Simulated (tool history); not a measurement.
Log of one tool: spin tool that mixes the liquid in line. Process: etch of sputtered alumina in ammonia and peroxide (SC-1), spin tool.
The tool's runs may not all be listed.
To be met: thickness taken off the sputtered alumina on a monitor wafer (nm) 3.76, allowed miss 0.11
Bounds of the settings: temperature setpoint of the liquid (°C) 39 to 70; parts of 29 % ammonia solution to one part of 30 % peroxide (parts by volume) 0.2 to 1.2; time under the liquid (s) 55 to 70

run  hour  temperature setpoint of the liquid (°C)  parts of 29 % ammonia solution to one part of 30 % peroxide (parts by volume)  time under the liquid (s)  thickness taken off the sputtered alumina on a monitor wafer (nm)
  1     0                                       55                                                                           0.75                         70                                                             6.6447
  2   0.8                                     53.5                                                                           0.75                         70                                                             6.1571
  3   9.1                                     52.5                                                                           0.75                         70                                                             5.7221
  4   9.9                                     51.5                                                                           0.75                         70                                                             5.5029
  5  17.4                                     45.5                                                                           0.75                         70                                                             3.9253
  6  22.8                                     40.5                                                                           0.75                         70                                                             2.9328
  7  31.1                                       41                                                                           0.75                         70                                                             3.0428
  8  38.8                                     41.5                                                                           0.75                         70                                                             3.1301
  9    40                                       42                                                                           0.75                         70                                                             3.2024
 10  45.8                                     42.5                                                                           0.75                         70                                                             3.3381
 11  49.5                                       43                                                                           0.75                         70                                                             3.4164
 12  53.3                                       44                                                                           0.75                         70                                                             3.5857

Which of these 4 next moves meets every target?
  A  57.1                                       44                                                                            0.8                         65                                                                  ?
  B  57.1                                     44.5                                                                            0.8                         70                                                                  ?
  C  57.1                                       45                                                                           0.65                         65                                                                  ?
  D  57.1                                       47                                                                           0.75                         55                                                                  ?

move  thickness taken off the sputtered alumina on a monitor wafer (nm)
   A                                                             3.3763
   B                                                             3.7416
   C                                                             3.5047
   D                                                             3.3663
A: further off than the last run
B: meets every target
C: further off than the last run
D: further off than the last run
The right move is B.

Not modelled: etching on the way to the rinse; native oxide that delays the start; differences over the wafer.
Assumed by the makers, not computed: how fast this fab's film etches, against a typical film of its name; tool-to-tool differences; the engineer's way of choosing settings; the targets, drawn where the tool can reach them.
